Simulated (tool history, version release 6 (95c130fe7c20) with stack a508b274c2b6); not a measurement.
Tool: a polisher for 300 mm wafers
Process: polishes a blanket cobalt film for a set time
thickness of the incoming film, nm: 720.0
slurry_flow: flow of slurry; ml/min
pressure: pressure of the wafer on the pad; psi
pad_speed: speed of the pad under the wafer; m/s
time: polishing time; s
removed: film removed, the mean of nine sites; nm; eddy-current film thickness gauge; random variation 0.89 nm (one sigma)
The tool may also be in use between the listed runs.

| run | hour | slurry_flow | pressure | pad_speed | time | removed |
|---|---|---|---|---|---|---|
| 1 | 0 | 170 | 1.5 | 0.84 | 52 | 193.19 |
| 2 | 7.9 | 170 | 1.5 | 0.72 | 52 | 165.49 |
| 3 | 14.3 | 165 | 1.4 | 0.72 | 52 | 154.58 |
| 4 | 20.4 | 165 | 1.4 | 0.72 | 52 | 154.31 |
| 5 | 28.4 | 165 | 1.8 | 0.72 | 52 | 195.62 |
| 6 | 29.6 | 160 | 1.7 | 0.72 | 52 | 182.12 |

Forecast run 7:
| 7 | 34.8 | 150 | 1.6 | 0.72 | 52 | ? |

removed: 173 nm
